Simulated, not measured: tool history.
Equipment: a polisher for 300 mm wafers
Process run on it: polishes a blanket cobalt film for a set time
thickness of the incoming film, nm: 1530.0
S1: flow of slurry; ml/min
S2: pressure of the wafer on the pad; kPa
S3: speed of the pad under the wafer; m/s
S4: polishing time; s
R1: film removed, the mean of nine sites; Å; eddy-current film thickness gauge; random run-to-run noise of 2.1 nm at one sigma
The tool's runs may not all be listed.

run	hour	S1	S2	S3	S4	R1
1	0	120	13.8	1.08	49	2340.1
2	6.3	120	12.4	1.06	49	2058.7
3	13.1	120	11	1.06	49	1847.6
4	17.8	120	10.3	1.06	49	1735.6
5	19.7	135	10.3	1.06	49	1804.4
6	26.2	130	9.7	1.06	49	1631.1
7	31.7	130	9.7	1.06	49	1638.7

The next listed run, before its measurement:
8	33.7	125	8.3	1.06	49	?

R1: 1409.2 Å
